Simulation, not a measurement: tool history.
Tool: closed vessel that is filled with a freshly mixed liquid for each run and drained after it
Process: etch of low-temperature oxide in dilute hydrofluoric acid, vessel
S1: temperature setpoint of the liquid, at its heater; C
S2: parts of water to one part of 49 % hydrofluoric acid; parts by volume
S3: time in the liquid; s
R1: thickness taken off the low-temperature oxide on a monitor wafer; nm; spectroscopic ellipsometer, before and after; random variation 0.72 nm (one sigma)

run	day	S1	S2	S3	R1
1	0	25	135	330	87.303
2	0.079	25	170	330	66.668
3	0.246	25	200	330	54.695
4	0.342	26	195	330	58.477
5	0.488	23	195	330	52.303
6	0.55	24	190	330	56.671
7	0.617	28	135	330	97.821
8	0.983	28.5	135	330	99.781
9	1.346	29	135	330	100.59
10	1.579	33	125	330	128.12

The next listed run, before its measurement:
# day 1.675: thermometer replaced
11	1.675	32.5	125	330	?

Run 11 gave R1 137.55 nm.
